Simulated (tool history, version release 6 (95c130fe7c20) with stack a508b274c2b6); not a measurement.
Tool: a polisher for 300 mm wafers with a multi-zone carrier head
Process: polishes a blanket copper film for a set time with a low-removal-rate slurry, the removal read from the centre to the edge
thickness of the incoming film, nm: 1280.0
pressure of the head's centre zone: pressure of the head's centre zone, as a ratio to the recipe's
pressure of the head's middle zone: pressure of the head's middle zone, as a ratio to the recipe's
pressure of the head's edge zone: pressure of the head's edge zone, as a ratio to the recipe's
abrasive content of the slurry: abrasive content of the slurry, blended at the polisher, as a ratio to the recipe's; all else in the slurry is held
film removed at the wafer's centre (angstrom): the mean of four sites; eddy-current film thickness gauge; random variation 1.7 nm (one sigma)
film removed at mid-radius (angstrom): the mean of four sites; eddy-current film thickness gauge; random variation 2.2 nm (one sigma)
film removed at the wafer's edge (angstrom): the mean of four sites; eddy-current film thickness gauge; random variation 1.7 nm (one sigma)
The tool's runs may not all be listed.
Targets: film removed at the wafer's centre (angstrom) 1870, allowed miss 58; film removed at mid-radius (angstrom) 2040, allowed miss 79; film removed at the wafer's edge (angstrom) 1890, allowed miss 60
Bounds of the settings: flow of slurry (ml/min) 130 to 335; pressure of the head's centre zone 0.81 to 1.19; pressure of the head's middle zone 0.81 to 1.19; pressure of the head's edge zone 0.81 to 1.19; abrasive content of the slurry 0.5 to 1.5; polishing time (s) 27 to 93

run,day,flow of slurry (ml/min),pressure of the head's centre zone,pressure of the head's middle zone,pressure of the head's edge zone,abrasive content of the slurry,polishing time (s),film removed at the wafer's centre (angstrom),film removed at mid-radius (angstrom),film removed at the wafer's edge (angstrom)
1,0,215,1,1,1,1,59,1713.9,1685.8,1648.3
2,0.096,215,1,0.96,1,1,59,1706.3,1649.1,1628.4
3,0.342,225,1,0.99,1.01,1.05,59,1776.3,1663,1648.7
4,0.717,225,1,0.99,1.01,0.95,59,1697.5,1641.8,1599.9
5,0.85,270,1,0.99,1.01,0.95,59,1707.1,1651,1654.2
6,1.104,270,0.99,1.01,1.01,1,60,1755.7,1717.6,1723.3
7,1.25,270,0.98,1.03,1.01,1.05,60,1766,1749.6,1711.3
8,1.296,270,0.97,1.05,1.01,1.1,61,1804.6,1910.6,1750.7
9,1.438,275,0.97,1.05,1.02,1.1,61,1834.1,1877.4,1786.3
10,1.771,275,0.97,1.06,1.03,1.1,61,1822.5,1851.4,1768.2
11,1.838,280,0.96,1.06,1.03,1.15,61,1801.8,1935.7,1799.3
12,2.108,280,0.96,1.06,1.04,1.15,61,1844.4,1922,1781.5
13,2.229,285,0.95,1.06,1.04,1.15,61,1828.8,1915,1810.9

Which of these 5 next moves meets every target?
A,2.35,255,0.9,1.04,0.97,1.25,65,?,?,?
B,2.35,275,0.98,1.14,0.92,1.3,59,?,?,?
C,2.35,335,1.01,0.99,1.13,0.85,65,?,?,?
D,2.35,290,0.92,1.11,0.88,1.1,63,?,?,?
E,2.35,330,1.02,0.99,1.19,1,59,?,?,?

move,film removed at the wafer's centre (angstrom),film removed at mid-radius (angstrom),film removed at the wafer's edge (angstrom)
A,1889.4,2041.4,1889.5
B,1862.9,2035.7,1694.8
C,1913.9,1809.8,1876.4
D,1823.5,2045.1,1705.5
E,1823.1,1710.6,1822.6
A: meets every target
B: brings the result that was furthest off to its target, and leaves another outside
C: further off than the last run
D: brings the result that was furthest off to its target, and leaves another outside
E: further off than the last run
Move A is the one to make.
